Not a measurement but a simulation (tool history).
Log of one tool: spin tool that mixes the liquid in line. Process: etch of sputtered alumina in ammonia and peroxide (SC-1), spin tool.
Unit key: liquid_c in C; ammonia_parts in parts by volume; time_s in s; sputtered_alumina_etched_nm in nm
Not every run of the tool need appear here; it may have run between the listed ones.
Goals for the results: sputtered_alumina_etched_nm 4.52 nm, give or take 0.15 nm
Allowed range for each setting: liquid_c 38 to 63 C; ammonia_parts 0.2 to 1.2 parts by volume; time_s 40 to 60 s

{"run": 1, "day": 0.0, "liquid_c": 47, "ammonia_parts": 0.75, "time_s": 60, "sputtered_alumina_etched_nm": 3.5993}
{"run": 2, "day": 0.267, "liquid_c": 48, "ammonia_parts": 0.75, "time_s": 60, "sputtered_alumina_etched_nm": 3.774}
{"run": 3, "day": 0.425, "liquid_c": 48, "ammonia_parts": 0.95, "time_s": 60, "sputtered_alumina_etched_nm": 3.8356}
{"run": 4, "day": 0.738, "liquid_c": 48, "ammonia_parts": 0.95, "time_s": 60, "sputtered_alumina_etched_nm": 3.8711}
{"run": 5, "day": 0.933, "liquid_c": 48, "ammonia_parts": 0.95, "time_s": 60, "sputtered_alumina_etched_nm": 3.8833}
{"run": 6, "day": 1.283, "liquid_c": 48, "ammonia_parts": 0.95, "time_s": 60, "sputtered_alumina_etched_nm": 3.8786}
{"run": 7, "day": 1.392, "liquid_c": 48.5, "ammonia_parts": 0.95, "time_s": 60, "sputtered_alumina_etched_nm": 3.9979}
{"run": 8, "day": 1.596, "liquid_c": 49, "ammonia_parts": 0.95, "time_s": 60, "sputtered_alumina_etched_nm": 4.0185}
{"run": 9, "day": 1.654, "liquid_c": 49.5, "ammonia_parts": 0.95, "time_s": 60, "sputtered_alumina_etched_nm": 4.1625}
{"run": 10, "day": 1.958, "liquid_c": 50, "ammonia_parts": 0.95, "time_s": 60, "sputtered_alumina_etched_nm": 4.2996}

Below are 4 possible settings for the next run. Only one of them brings all results inside the allowed miss of their targets. Which is it?
{"run": "A", "day": 2.262, "liquid_c": 49.5, "ammonia_parts": 0.8, "time_s": 60, "sputtered_alumina_etched_nm": "?"}
{"run": "B", "day": 2.262, "liquid_c": 49.5, "ammonia_parts": 0.75, "time_s": 60, "sputtered_alumina_etched_nm": "?"}
{"run": "C", "day": 2.262, "liquid_c": 51, "ammonia_parts": 0.8, "time_s": 60, "sputtered_alumina_etched_nm": "?"}
{"run": "D", "day": 2.262, "liquid_c": 48.5, "ammonia_parts": 1.2, "time_s": 60, "sputtered_alumina_etched_nm": "?"}

move=A sputtered_alumina_etched_nm=4.1817
move=B sputtered_alumina_etched_nm=4.1561
move=C sputtered_alumina_etched_nm=4.5406
move=D sputtered_alumina_etched_nm=4.1126
A: the biggest miss grows against the last run
B: the biggest miss grows against the last run
C: every result within its allowed miss
D: the biggest miss grows against the last run
Answer: C
